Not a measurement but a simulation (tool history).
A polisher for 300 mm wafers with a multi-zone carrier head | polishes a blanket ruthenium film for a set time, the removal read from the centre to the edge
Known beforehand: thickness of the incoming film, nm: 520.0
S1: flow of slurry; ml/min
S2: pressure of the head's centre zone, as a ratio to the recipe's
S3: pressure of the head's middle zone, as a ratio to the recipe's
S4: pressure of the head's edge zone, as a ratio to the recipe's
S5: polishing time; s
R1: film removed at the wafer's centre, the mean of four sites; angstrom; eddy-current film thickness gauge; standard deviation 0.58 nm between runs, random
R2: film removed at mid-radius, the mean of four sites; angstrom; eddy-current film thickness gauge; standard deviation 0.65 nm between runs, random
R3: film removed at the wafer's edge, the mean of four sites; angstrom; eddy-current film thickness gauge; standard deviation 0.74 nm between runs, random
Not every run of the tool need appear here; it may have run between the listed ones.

run	hour	S1	S2	S3	S4	S5	R1	R2	R3
1	0.0	280	1.00	1.00	1.00	36	316.40	321.34	317.57
2	8.0	280	1.00	1.00	1.06	36	326.12	315.30	321.24
3	9.0	250	1.00	1.00	1.06	36	324.54	314.46	320.53
4	15.4	250	1.08	1.00	1.06	36	349.75	311.11	315.58
5	16.3	250	1.03	0.99	1.07	39	356.33	345.11	362.47
6	22.7	250	1.03	0.94	1.07	39	355.27	327.35	355.98
7	26.0	250	1.01	0.95	1.07	41	370.61	343.35	364.85

Run 8 has not been measured yet. What should we expect?
8	34.5	250	0.96	0.95	1.09	44	?	?	?

R1: 367.23 angstrom
R2: 375.16 angstrom
R3: 399.02 angstrom
